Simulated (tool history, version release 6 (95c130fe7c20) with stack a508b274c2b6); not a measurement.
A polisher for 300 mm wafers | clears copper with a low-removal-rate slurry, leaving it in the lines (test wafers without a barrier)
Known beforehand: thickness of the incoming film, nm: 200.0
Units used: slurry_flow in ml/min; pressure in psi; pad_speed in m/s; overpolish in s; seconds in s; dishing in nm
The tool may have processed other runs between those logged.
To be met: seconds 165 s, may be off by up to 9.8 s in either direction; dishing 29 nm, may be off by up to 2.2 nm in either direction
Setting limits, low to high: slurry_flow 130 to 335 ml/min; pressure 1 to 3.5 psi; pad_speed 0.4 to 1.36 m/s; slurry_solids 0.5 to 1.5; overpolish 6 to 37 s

run  hour  slurry_flow  pressure  pad_speed  slurry_solids  overpolish  seconds  dishing
  1     0          215       2.2       0.88              1          19   88.882   31.539
  2   6.6          215       2.2       0.74              1          19   104.58   27.901
  3  15.2          215       2.2       0.56              1          19    120.9   23.324
  4    23          215         2       0.56              1          23   134.53   25.566
  5  24.6          215         2       0.72              1          23      112   29.155
  6    29          215         2       0.72              1          30   111.75   35.293
  7  29.6          215       1.7       0.72              1          31   129.09   32.524
  8    35          215       1.1        0.7              1          34    197.1   23.433
  9  40.2          215       1.2        0.7              1          34   186.88   26.736

Exercise: of the 4 proposed moves below, exactly one satisfies all targets within the stated allowed misses. Which move is it?
  A  45.4          215         1       0.78           0.95          35        ?        ?
  B  45.4          205       1.4       0.68            1.1          34        ?        ?
  C  45.4          250       1.3       0.72              1          29        ?        ?
  D  45.4          220       1.1       0.68           0.85          36        ?        ?

move  seconds  dishing
   A   207.89    22.89
   B   161.38   28.024
   C   167.05   23.849
   D   214.54   22.964
A: lands further from the targets than the last run did
B: each result inside its tolerance
C: meets the target for the result that was furthest off, but another lies outside its allowed miss
D: lands further from the targets than the last run did
The move that meets every target is B.
